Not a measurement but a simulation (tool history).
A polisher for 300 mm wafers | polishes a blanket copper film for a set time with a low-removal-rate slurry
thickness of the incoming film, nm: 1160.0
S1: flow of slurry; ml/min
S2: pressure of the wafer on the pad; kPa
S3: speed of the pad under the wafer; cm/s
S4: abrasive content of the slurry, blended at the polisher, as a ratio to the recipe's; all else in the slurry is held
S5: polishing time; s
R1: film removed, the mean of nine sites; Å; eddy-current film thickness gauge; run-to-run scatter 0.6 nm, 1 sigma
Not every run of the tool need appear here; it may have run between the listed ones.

| run | hour | S1 | S2 | S3 | S4 | S5 | R1 |
|---|---|---|---|---|---|---|---|
| 1 | 0.0 | 310 | 15.2 | 112 | 1.00 | 37 | 856.10 |
| 2 | 5.0 | 310 | 13.1 | 112 | 1.00 | 37 | 740.67 |
| 3 | 12.2 | 310 | 12.4 | 112 | 1.00 | 37 | 707.61 |
| 4 | 20.5 | 310 | 12.4 | 130 | 1.00 | 37 | 824.12 |
| 5 | 24.6 | 310 | 11.0 | 130 | 1.00 | 37 | 734.84 |
| 6 | 31.2 | 310 | 11.0 | 130 | 0.85 | 37 | 716.01 |
|  | 32.5 | slurry blender recalibrated |
| 7 | 32.5 | 310 | 10.3 | 130 | 0.85 | 37 | 711.65 |

Run 8, settings as shown, results not yet in. Your forecast:
| 8 | 36.6 | 310 | 9.7 | 130 | 0.85 | 37 | ? |

R1: 661.61 Å

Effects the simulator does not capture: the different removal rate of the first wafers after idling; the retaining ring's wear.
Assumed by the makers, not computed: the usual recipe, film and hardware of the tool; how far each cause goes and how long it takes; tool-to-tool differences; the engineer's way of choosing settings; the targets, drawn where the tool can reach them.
